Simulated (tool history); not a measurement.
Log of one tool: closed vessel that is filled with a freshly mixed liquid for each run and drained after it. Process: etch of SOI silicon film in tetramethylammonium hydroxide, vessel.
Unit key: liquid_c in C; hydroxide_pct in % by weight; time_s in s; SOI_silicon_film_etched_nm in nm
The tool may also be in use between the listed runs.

run  hour  liquid_c  hydroxide_pct  time_s  SOI_silicon_film_etched_nm
  1     0        75           19.5      90                      694.12
  2   2.2        75           19.5      90                       693.7
  3   3.7      80.5           19.5      90                      935.47
  4   4.7      79.5           19.5      90                      894.17
  5   8.4      79.5             23      90                      792.38
  6  11.7      79.5           19.5      90                      878.04
  7  15.3      78.5           19.5      90                      824.99
  8  16.5      77.5           19.5      90                      785.91

Run 9 comes next. What will it give?
  9  20.5        71             20      90                           ?

Logged for run 9: SOI_silicon_film_etched_nm 540.17 nm.
